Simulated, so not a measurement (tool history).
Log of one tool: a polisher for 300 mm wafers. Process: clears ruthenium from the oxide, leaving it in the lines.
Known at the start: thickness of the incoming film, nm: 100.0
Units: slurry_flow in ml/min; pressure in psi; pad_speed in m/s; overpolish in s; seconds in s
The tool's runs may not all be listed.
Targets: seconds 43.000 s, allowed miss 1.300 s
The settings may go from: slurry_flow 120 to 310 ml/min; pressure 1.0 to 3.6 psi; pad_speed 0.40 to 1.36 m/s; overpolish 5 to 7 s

run    day  slurry_flow  pressure  pad_speed  overpolish  seconds
  1  0.000          200       2.3       0.88           7   83.681
  2  0.262          235       2.3       0.88           7   81.331
  3  0.512          235       2.4       0.88           7   77.770
  4  0.825          235       2.4       0.88           5   77.516
  5  1.162          235       2.5       0.88           5   74.620
  6  1.475          235       2.6       0.88           5   73.066
  7  1.612          235       2.6       0.88           5   71.770
  8  1.967          235       2.7       0.88           5   68.482
  9  2.142          235       2.8       0.88           5   67.222
 10  2.192          240       2.9       0.90           5   63.416
 11  2.267          240       3.0       0.92           5   58.791
 12  2.508          240       3.1       0.92           5   57.429
 13  2.754          240       3.2       0.92           5   55.129
     3.071  -- head pressure recalibrated
 14  3.071          250       3.4       0.96           5   44.901
 15  3.229          260       3.4       0.96           5   45.729
 16  3.517          265       3.4       0.96           5   45.116
 17  3.771          275       3.4       0.96           5   45.876

Which of these 5 next moves meets every target?
  A  4.025          195       3.6       0.88           7        ?
  B  4.025          255       3.5       0.98           5        ?
  C  4.025          250       3.4       0.96           7        ?
  D  4.025          280       2.9       1.10           5        ?
  E  4.025          275       3.4       0.92           7        ?

move  seconds
   A   48.307
   B   43.522
   C   45.768
   D   46.349
   E   47.286
A: further off than the last run
B: meets every target
C: as far off as the last run
D: further off than the last run
E: further off than the last run
Answer: B
